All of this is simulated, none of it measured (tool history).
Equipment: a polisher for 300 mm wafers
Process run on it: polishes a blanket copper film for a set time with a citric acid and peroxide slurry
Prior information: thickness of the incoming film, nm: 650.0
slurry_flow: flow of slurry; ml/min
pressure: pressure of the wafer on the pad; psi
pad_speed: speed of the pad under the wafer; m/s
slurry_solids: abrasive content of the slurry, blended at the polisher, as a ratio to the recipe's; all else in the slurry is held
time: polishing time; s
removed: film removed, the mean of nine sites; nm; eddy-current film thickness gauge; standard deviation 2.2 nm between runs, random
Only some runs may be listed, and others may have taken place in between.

run,day,slurry_flow,pressure,pad_speed,slurry_solids,time,removed
1,0,215,4.1,1.3,1,41,147.3
2,0.208,195,4.1,1.3,1,41,144.15
3,0.354,205,4.4,1.3,1,41,151.5
4,0.671,210,4.7,1.32,1,41,164.38
5,1.029,210,4,1.32,1,41,147.66
6,1.217,220,4.4,1.34,1,41,160.03

Run 7, settings as shown, results not yet in. Your forecast:
7,1.4,220,5.5,1.44,1,41,?

{"run 7": {"removed": 201}}
